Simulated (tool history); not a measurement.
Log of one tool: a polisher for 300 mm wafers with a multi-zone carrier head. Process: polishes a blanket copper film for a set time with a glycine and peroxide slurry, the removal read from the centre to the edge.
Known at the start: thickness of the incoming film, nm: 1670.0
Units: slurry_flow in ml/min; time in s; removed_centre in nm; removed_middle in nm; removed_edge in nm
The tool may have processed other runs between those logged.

run	day	slurry_flow	centre_zone	middle_zone	edge_zone	time	removed_centre	removed_middle	removed_edge
1	0	130	1	1	1	76	700.92	717.99	704.21
2	0.083	130	1.01	1	0.98	73	690.5	690.95	673.39
3	0.354	130	1.01	1	0.98	87	810.55	826.79	827.15
4	0.433	130	1.01	1.07	0.98	87	817.11	866.39	794.42
5	0.571	130	1.02	1.06	0.97	82	779.23	825.21	776.16
6	0.938	130	1.02	1.06	1.01	82	775.75	813.95	775.83
7	1.083	135	1.12	1.02	0.91	60	638.34	576.17	537.9
8	1.292	130	1.11	1.02	0.9	59	598.2	566.72	545.51
9	1.538	135	1.11	1.02	0.9	57	585.22	552.96	514.48
10	1.846	140	1.11	1.01	0.89	56	590.77	544.91	496.23
11	1.933	140	1.1	1	0.88	55	574	531.25	486.53
12	2.038	140	1.09	0.99	0.87	55	566.71	522.07	493.84

For run 13, what comes out?
13	2.346	105	1.1	1.01	0.81	49	?	?	?

Run 13 measured removed_centre 479.56 nm, removed_middle 448.05 nm, removed_edge 411.81 nm.
